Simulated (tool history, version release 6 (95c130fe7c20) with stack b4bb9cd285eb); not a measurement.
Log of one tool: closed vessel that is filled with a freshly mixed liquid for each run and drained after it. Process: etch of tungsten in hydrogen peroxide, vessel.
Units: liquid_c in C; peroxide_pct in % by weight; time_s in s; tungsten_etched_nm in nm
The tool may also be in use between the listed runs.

run	day	liquid_c	peroxide_pct	time_s	tungsten_etched_nm
1	0.000	52.0	22.5	105	131.760
2	0.246	46.0	22.5	105	92.336
3	0.546	46.0	19.5	105	86.085
4	0.629	46.0	19.5	110	90.364
5	0.942	49.5	19.5	110	110.520
6	1.233	44.0	19.5	110	77.841
7	1.342	47.5	19.5	110	98.615
8	1.683	50.5	19.5	110	117.620
9	1.708	53.0	19.5	110	136.580
10	1.796	55.0	19.5	110	150.750
11	1.917	55.0	19.5	110	151.750
12	2.075	57.0	19.5	110	174.330
13	2.192	58.0	19.5	110	180.070
14	2.250	59.0	19.5	110	193.080

The next listed run, before its measurement:
15	2.454	60.0	19.5	110	?

{"run 15": {"tungsten_etched_nm": 204.81}}
